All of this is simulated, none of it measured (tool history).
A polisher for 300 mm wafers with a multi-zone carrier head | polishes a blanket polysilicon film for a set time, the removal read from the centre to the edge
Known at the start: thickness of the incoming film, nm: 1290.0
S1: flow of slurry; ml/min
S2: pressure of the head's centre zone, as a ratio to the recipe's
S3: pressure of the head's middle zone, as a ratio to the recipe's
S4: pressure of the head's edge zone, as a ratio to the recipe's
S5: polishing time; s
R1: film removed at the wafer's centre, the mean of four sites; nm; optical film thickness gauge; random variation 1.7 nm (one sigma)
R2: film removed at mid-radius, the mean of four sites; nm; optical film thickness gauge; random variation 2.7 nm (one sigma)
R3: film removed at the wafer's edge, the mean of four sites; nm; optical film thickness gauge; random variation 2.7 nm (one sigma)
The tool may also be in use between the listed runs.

run 1 hour=0 | S1=220 S2=1 S3=1 S4=1 S5=51 | R1=295.86 R2=296.57 R3=291.08
run 2 hour=3.8 | S1=210 S2=0.96 S3=0.99 S4=0.99 S5=46 | R1=254.66 R2=263.67 R3=266.47
run 3 hour=6.1 | S1=210 S2=0.94 S3=0.99 S4=0.97 S5=41 | R1=224.53 R2=236.76 R3=233.18
run 4 hour=7.5 | S1=205 S2=0.91 S3=0.98 S4=0.96 S5=38 | R1=198.63 R2=215.31 R3=224.62
run 5 hour=10.1 | S1=175 S2=0.91 S3=0.98 S4=0.96 S5=38 | R1=194.07 R2=209.74 R3=213.43
run 6 hour=12 | S1=175 S2=0.91 S3=0.93 S4=0.96 S5=38 | R1=190.59 R2=202.47 R3=209.22
-- hour=19 slurry nozzle cleaned
run 7 hour=19 | S1=165 S2=0.89 S3=0.93 S4=0.94 S5=37 | R1=185.96 R2=196.59 R3=208.45
run 8 hour=21.9 | S1=160 S2=0.88 S3=0.95 S4=0.94 S5=36 | R1=178.55 R2=196.23 R3=200.91
run 9 hour=23.3 | S1=155 S2=0.87 S3=0.95 S4=0.94 S5=35 | R1=172.53 R2=189.16 R3=193.03
run 10 hour=28.8 | S1=150 S2=0.86 S3=0.95 S4=0.94 S5=35 | R1=168.93 R2=187.69 R3=194.47

The next listed run, before its measurement:
run 11 hour=30.5 | S1=145 S2=0.85 S3=0.96 S4=0.93 S5=35 | R1=? R2=? R3=?

{"run 11": {"R1": 163.49, "R2": 185.54, "R3": 194.9}}
